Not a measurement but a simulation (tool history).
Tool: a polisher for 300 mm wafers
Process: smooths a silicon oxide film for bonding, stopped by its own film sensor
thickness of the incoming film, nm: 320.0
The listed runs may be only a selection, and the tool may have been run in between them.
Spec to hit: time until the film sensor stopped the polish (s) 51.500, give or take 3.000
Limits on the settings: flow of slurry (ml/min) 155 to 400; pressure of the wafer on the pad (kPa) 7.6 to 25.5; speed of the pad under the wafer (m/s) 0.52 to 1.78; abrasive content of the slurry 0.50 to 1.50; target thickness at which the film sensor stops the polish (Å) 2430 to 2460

run	hour	flow of slurry (ml/min)	pressure of the wafer on the pad (kPa)	speed of the pad under the wafer (m/s)	abrasive content of the slurry	target thickness at which the film sensor stops the polish (Å)	time until the film sensor stopped the polish (s)
1	0.0	255	16.5	1.14	1.00	2460	72.048
2	6.4	255	16.5	0.90	1.00	2460	86.839
3	8.7	255	16.5	0.66	1.00	2460	111.030
4	13.2	255	16.5	0.52	1.00	2460	130.660
5	17.2	255	19.3	0.64	1.00	2460	93.220
6	24.3	255	20.7	0.68	1.00	2460	86.915
7	33.0	255	22.1	0.76	1.00	2460	71.621
8	39.6	255	22.8	0.80	1.00	2460	71.495
9	40.8	265	25.5	1.12	1.15	2460	44.924
10	41.5	265	24.8	1.12	1.15	2460	45.285
11	42.6	265	24.8	1.12	1.15	2460	46.982
12	43.8	265	24.1	1.12	1.15	2460	47.517

4 next moves are on the table. One of them brings every result within its allowed miss. Which?
A	45.0	250	25.5	1.32	1.00	2430	?
B	45.0	240	24.8	0.98	1.30	2430	?
C	45.0	305	24.1	1.06	1.30	2460	?
D	45.0	270	25.5	1.06	1.15	2460	?

move	time until the film sensor stopped the polish (s)
A	44.427
B	51.745
C	47.033
D	47.269
A: misses by more than the last run did
B: every result within its allowed miss
C: misses by more than the last run did
D: misses by more than the last run did
Answer: B
